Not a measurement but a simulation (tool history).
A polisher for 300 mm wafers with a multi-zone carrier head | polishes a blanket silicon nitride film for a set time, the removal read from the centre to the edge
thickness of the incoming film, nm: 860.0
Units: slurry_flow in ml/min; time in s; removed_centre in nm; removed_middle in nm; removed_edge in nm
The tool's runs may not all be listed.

{"run": 1, "day": 0.0, "slurry_flow": 130, "centre_zone": 1.0, "middle_zone": 1.0, "edge_zone": 1.0, "time": 63, "removed_centre": 171.57, "removed_middle": 172.23, "removed_edge": 168.84}
{"run": 2, "day": 0.242, "slurry_flow": 130, "centre_zone": 1.0, "middle_zone": 0.93, "edge_zone": 1.0, "time": 63, "removed_centre": 169.36, "removed_middle": 162.46, "removed_edge": 167.55}
{"run": 3, "day": 0.542, "slurry_flow": 130, "centre_zone": 1.0, "middle_zone": 0.95, "edge_zone": 0.95, "time": 59, "removed_centre": 157.87, "removed_middle": 154.93, "removed_edge": 154.41}
{"run": 4, "day": 0.717, "slurry_flow": 130, "centre_zone": 1.0, "middle_zone": 0.95, "edge_zone": 1.03, "time": 59, "removed_centre": 159.32, "removed_middle": 155.94, "removed_edge": 161.17}
{"run": 5, "day": 1.021, "slurry_flow": 130, "centre_zone": 1.08, "middle_zone": 0.95, "edge_zone": 1.03, "time": 59, "removed_centre": 172.26, "removed_middle": 154.08, "removed_edge": 162.56}
{"run": 6, "day": 1.167, "slurry_flow": 150, "centre_zone": 1.08, "middle_zone": 0.95, "edge_zone": 1.03, "time": 59, "removed_centre": 176.73, "removed_middle": 158.06, "removed_edge": 166.68}
{"run": 7, "day": 1.429, "slurry_flow": 135, "centre_zone": 1.06, "middle_zone": 0.96, "edge_zone": 0.97, "time": 56, "removed_centre": 162.7, "removed_middle": 150.41, "removed_edge": 149.26}
{"run": 8, "day": 1.708, "slurry_flow": 135, "centre_zone": 1.06, "middle_zone": 0.96, "edge_zone": 0.97, "time": 56, "removed_centre": 161.77, "removed_middle": 149.53, "removed_edge": 148.21}
{"run": 9, "day": 1.942, "slurry_flow": 125, "centre_zone": 1.04, "middle_zone": 0.96, "edge_zone": 0.93, "time": 55, "removed_centre": 153.98, "removed_middle": 144.4, "removed_edge": 143.18}
{"run": 10, "day": 2.292, "slurry_flow": 125, "centre_zone": 1.03, "middle_zone": 0.98, "edge_zone": 0.9, "time": 53, "removed_centre": 144.24, "removed_middle": 139.59, "removed_edge": 136.17}

Forecast run 11:
{"run": 11, "day": 2.546, "slurry_flow": 120, "centre_zone": 1.04, "middle_zone": 1.01, "edge_zone": 0.87, "time": 52, "removed_centre": "?", "removed_middle": "?", "removed_edge": "?"}

Run 11 gave removed_centre 143.84 nm, removed_middle 139.75 nm, removed_edge 129.10 nm.
